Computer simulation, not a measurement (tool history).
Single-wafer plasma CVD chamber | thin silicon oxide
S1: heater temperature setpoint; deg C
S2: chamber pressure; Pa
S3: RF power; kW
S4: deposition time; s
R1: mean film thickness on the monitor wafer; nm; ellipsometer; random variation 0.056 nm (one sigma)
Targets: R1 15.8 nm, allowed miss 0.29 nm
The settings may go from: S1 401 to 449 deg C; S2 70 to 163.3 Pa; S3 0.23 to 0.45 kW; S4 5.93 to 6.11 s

run,hour,S1,S2,S3,S4,R1
1,0,425,116.7,0.34,5.93,12.403
2,5.8,431,116.7,0.34,5.93,12.286
3,8,440,116.7,0.34,5.93,12.253
4,10,434,116.7,0.34,5.93,12.252
5,10.6,434,101.1,0.34,5.93,10.557
6,18.7,434,108.7,0.34,5.93,11.547
7,26.4,434,115.3,0.34,5.93,12.259
8,28.5,434,120.1,0.34,5.93,12.692
9,31.3,434,124.5,0.34,5.93,13.127
10,35.5,434,128.4,0.34,5.93,13.544
11,43,434,131.7,0.34,5.93,13.788
12,49.3,434,134.9,0.34,5.93,14.024
13,53.6,434,137.9,0.34,5.93,14.26
14,62,434,140.4,0.34,5.93,14.406
15,64.3,434,142.8,0.34,5.93,14.59

Which of these 5 next moves meets every target?
A,66.6,436,143.9,0.33,6.11,?
B,66.6,429,133.1,0.43,5.93,?
C,66.6,432,150.5,0.34,6.11,?
D,66.6,414,131.1,0.395,6.08,?
E,66.6,436,149.3,0.34,6.02,?

move,R1
A,14.955
B,15.351
C,15.714
D,15.186
E,15.353
A: nearer than the last run, and not there yet
B: nearer than the last run, and not there yet
C: meets every target
D: nearer than the last run, and not there yet
E: nearer than the last run, and not there yet
Answer: C

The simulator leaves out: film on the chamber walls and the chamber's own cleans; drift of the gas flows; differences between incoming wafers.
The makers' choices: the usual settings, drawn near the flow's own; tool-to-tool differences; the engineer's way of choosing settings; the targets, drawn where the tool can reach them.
